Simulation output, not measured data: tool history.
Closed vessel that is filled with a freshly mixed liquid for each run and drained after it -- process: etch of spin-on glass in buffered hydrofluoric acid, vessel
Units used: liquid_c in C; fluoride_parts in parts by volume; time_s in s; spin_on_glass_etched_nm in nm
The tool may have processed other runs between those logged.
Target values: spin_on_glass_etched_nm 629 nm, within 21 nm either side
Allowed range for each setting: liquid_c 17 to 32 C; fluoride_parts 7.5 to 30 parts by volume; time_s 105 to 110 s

run,hour,liquid_c,fluoride_parts,time_s,spin_on_glass_etched_nm
1,0,24,20.5,105,236.92
2,3.8,24,20.5,105,230.34
3,5.6,24,20.5,110,245.28
4,6.2,26,20.5,110,268.44
5,12.7,28,16,110,377.57
6,13.4,28,20.5,110,303.68
7,15.2,28,20.5,110,303.31
8,17.1,29.5,16.5,110,407.45
9,22.5,30.5,14.5,110,475.94
10,25.8,31,13,110,559.71

4 next moves are on the table. One of them brings every result within its allowed miss. Which?
A,29.1,30.5,11,110,?
B,29.1,31,13,105,?
C,29.1,29.5,12.5,105,?
D,29.1,32,13.5,110,?

move,spin_on_glass_etched_nm
A,621.49
B,517.39
C,496.94
D,550.31
A: every result lands within tolerance
B: further off than the last run
C: further off than the last run
D: further off than the last run
The right move is A.

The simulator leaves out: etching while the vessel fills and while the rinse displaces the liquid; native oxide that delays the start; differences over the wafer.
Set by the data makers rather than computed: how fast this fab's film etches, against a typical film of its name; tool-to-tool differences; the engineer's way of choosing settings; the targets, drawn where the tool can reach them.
